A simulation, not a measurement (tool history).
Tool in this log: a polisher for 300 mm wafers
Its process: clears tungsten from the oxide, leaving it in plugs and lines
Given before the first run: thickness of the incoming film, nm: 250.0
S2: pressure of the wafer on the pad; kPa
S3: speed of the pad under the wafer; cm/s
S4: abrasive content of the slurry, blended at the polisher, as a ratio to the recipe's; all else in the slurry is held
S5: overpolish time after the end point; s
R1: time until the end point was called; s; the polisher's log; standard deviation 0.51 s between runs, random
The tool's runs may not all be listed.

Run 1, day 0: flow of slurry (ml/min) 205, S2 24.1 kPa, S3 88 cm/s, S4 1, S5 10 s. Result: R1 62.187 s.
Run 2, day 0.358: flow of slurry (ml/min) 205, S2 25.5 kPa, S3 88 cm/s, S4 1, S5 10 s. Result: R1 59.471 s.
Run 3, day 0.688: flow of slurry (ml/min) 205, S2 26.2 kPa, S3 88 cm/s, S4 1, S5 10 s. Result: R1 57.956 s.
Run 4, day 0.883: flow of slurry (ml/min) 205, S2 26.9 kPa, S3 88 cm/s, S4 1, S5 10 s. Result: R1 56.739 s.
Run 5, day 1.012: flow of slurry (ml/min) 205, S2 26.9 kPa, S3 88 cm/s, S4 1, S5 8 s. Result: R1 58.838 s.
Run 6, day 1.1: flow of slurry (ml/min) 205, S2 26.9 kPa, S3 88 cm/s, S4 1, S5 8 s. Result: R1 58.967 s.
Run 7, day 1.162: flow of slurry (ml/min) 205, S2 28.3 kPa, S3 88 cm/s, S4 1, S5 8 s. Result: R1 55.165 s.
Run 8, day 1.421: flow of slurry (ml/min) 205, S2 29 kPa, S3 88 cm/s, S4 1, S5 8 s. Result: R1 54.412 s.
Run 9, day 1.479: flow of slurry (ml/min) 205, S2 29.6 kPa, S3 88 cm/s, S4 1, S5 8 s. Result: R1 54.169 s.
Run 10, day 1.788: flow of slurry (ml/min) 205, S2 30.3 kPa, S3 88 cm/s, S4 1, S5 8 s. Result: R1 52.963 s.

Run 11 comes next. What will it give?
Run 11, day 1.958: flow of slurry (ml/min) 205, S2 31 kPa, S3 88 cm/s, S4 1, S5 8 s. Result: R1 ?.

R1: 50.59 s
